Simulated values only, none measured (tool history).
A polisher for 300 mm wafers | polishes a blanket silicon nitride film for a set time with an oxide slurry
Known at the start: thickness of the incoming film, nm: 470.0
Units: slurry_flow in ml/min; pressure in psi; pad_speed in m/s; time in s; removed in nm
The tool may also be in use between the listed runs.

run    day  slurry_flow  pressure  pad_speed  slurry_solids  time  removed
  1      0          240       3.5       1.14              1    58    40.54
  2  0.117          240       3.5       1.14              1    58   40.597
  3  0.158          240       3.5       1.14              1    58    40.34
  4  0.192          240       3.5       1.14           0.85    58   37.287
  5  0.388          240       3.2       1.14           0.85    58   34.655
  6  0.588          240       2.9       1.14           0.85    58   32.552
  7  0.638          240       2.7       1.14           0.85    58   30.485
  8  0.975          240       2.6       1.14           0.85    58   30.066

The next listed run, before its measurement:
  9  1.062          240       2.5       1.14           0.85    58        ?

removed: 29.084 nm
